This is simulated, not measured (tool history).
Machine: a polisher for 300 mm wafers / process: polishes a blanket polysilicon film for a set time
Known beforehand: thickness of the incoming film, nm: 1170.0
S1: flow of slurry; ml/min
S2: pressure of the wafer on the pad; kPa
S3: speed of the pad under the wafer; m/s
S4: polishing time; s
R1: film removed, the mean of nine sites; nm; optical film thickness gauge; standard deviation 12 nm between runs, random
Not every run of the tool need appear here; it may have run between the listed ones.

Run 1, hour 0.0: S1 135 ml/min, S2 16.5 kPa, S3 1.24 m/s, S4 67 s. Result: R1 662.42 nm.
Run 2, hour 1.6: S1 140 ml/min, S2 18.6 kPa, S3 1.24 m/s, S4 67 s. Result: R1 737.48 nm.
Run 3, hour 9.7: S1 140 ml/min, S2 20.0 kPa, S3 1.24 m/s, S4 67 s. Result: R1 800.69 nm.
Run 4, hour 11.1: S1 160 ml/min, S2 20.0 kPa, S3 1.24 m/s, S4 67 s. Result: R1 817.55 nm.
Run 5, hour 13.3: S1 160 ml/min, S2 20.0 kPa, S3 1.38 m/s, S4 67 s. Result: R1 899.83 nm.
Run 6, hour 16.8: S1 160 ml/min, S2 20.0 kPa, S3 1.38 m/s, S4 67 s. Result: R1 869.89 nm.
Run 7, hour 23.7: S1 160 ml/min, S2 20.7 kPa, S3 1.38 m/s, S4 67 s. Result: R1 933.39 nm.

Run 8, settings as shown, results not yet in. Your forecast:
Run 8, hour 28.9: S1 160 ml/min, S2 21.4 kPa, S3 1.38 m/s, S4 67 s. Result: R1 ?.

Run 8 produced R1 940.03 nm.

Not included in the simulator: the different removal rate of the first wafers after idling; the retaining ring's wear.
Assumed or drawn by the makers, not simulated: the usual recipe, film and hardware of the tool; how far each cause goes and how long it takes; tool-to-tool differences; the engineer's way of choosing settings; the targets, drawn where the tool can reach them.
